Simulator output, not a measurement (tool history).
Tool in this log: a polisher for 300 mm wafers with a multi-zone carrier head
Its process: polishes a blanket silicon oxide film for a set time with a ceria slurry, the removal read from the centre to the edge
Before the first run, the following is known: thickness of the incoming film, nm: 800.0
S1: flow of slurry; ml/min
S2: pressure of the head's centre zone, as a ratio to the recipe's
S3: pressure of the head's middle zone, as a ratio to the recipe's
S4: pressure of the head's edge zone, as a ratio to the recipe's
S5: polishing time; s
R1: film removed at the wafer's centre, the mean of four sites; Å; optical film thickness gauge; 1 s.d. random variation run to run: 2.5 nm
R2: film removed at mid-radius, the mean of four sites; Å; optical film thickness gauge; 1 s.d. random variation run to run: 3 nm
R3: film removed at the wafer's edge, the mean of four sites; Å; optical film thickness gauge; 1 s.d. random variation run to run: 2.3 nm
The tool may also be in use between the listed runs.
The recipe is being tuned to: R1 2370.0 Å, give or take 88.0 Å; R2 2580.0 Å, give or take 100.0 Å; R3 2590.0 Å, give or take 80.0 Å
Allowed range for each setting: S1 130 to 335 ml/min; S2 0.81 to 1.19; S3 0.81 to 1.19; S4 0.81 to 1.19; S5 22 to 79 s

run,hour,S1,S2,S3,S4,S5,R1,R2,R3
1,0.0,215,1.00,1.00,1.00,50,1856.8,1838.9,1901.9
2,5.5,220,1.00,1.01,1.02,51,1934.6,1897.6,2010.8
3,8.4,225,1.00,1.03,1.03,52,1960.9,2020.2,2017.7
4,12.2,225,1.00,1.03,1.04,53,2003.8,1999.9,2061.6
5,14.2,225,1.00,1.03,1.10,53,2039.3,1994.0,2144.9
6,22.5,230,1.00,1.04,1.11,54,2047.2,2113.1,2166.4
7,25.1,230,1.00,1.04,1.12,55,2118.9,2129.4,2232.6
8,28.3,235,1.00,1.05,1.13,56,2134.0,2206.8,2270.6
9,31.4,235,1.00,1.05,1.14,57,2175.5,2172.4,2357.2
10,39.7,240,1.00,1.06,1.14,58,2245.6,2258.2,2406.6
11,47.6,245,1.00,1.07,1.14,58,2214.4,2256.3,2384.2
12,53.1,245,1.00,1.08,1.14,59,2265.8,2348.3,2451.0
13,55.0,245,1.00,1.09,1.14,59,2291.3,2414.7,2439.5
14,56.9,250,0.99,1.10,1.16,60,2260.5,2483.2,2539.6

Of the 4 settings listed for the next run, only one would bring every result within its allowed miss of target. Which one?
A,58.8,245,0.98,1.04,1.19,62,?,?,?
B,58.8,280,1.02,1.15,1.13,58,?,?,?
C,58.8,240,0.96,1.08,1.10,64,?,?,?
D,58.8,330,0.87,1.02,1.13,64,?,?,?

move,R1,R2,R3
A,2326.2,2414.5,2641.9
B,2302.6,2495.9,2428.0
C,2346.6,2568.5,2612.9
D,2198.8,2525.8,2715.3
A: meets the target for the result that was furthest off, but another lies outside its allowed miss
B: meets the target for the result that was furthest off, but another lies outside its allowed miss
C: each result inside its tolerance
D: misses by more than the last run did
C meets every target.

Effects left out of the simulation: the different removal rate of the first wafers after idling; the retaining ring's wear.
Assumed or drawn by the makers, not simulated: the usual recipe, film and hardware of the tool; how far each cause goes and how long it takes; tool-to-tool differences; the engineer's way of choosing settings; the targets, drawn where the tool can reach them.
